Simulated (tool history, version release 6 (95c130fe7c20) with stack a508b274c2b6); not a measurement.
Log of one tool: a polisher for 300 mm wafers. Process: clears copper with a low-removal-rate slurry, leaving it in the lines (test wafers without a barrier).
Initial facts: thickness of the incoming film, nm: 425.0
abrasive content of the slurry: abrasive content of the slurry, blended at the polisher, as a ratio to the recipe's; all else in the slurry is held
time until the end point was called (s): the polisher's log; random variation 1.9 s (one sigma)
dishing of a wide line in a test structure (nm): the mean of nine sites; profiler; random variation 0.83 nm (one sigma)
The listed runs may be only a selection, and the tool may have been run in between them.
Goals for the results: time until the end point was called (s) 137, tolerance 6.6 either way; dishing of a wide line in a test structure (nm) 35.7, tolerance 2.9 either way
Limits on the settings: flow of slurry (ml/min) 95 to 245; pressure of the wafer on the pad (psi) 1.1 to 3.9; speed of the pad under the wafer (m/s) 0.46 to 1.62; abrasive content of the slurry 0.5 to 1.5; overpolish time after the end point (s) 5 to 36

run	day	flow of slurry (ml/min)	pressure of the wafer on the pad (psi)	speed of the pad under the wafer (m/s)	abrasive content of the slurry	overpolish time after the end point (s)	time until the end point was called (s)	dishing of a wide line in a test structure (nm)
1	0	155	2.5	1.04	1	18	208.1	22.96
2	0.233	155	2.1	1.04	1	18	241.73	20.08
3	0.6	155	2.5	1.04	1	18	211.15	23.667
4	0.696	160	2.8	1.04	1	18	188.97	26.792
5	0.825	195	2.8	1.04	1	18	180.17	26.531
6	0.917	195	2.2	1.04	1	18	228.26	21.926
7	1.188	195	2.5	1.04	1	18	202.54	24.287
8	1.508	195	2.8	1.04	1	18	181.2	27.182
9	1.85	195	3	1.04	1	18	170.86	28.941
10	2.004	195	3.2	1.04	1	18	157.62	30.127

Which of these 4 next moves meets every target?
A	2.158	150	3.4	1.28	0.8	19	?	?
B	2.158	245	3.3	0.88	1.05	15	?	?
C	2.158	210	3.4	1.2	0.95	26	?	?
D	2.158	215	3	1.32	1	13	?	?

move	time until the end point was called (s)	dishing of a wide line in a test structure (nm)
A	137.12	35.097
B	173.68	23.48
C	131.14	46.357
D	132.53	26.112
A: in spec on every target
B: further off than the last run
C: the furthest-off result lands on target, but another misses its tolerance
D: the furthest-off result lands on target, but another misses its tolerance
The right move is A.
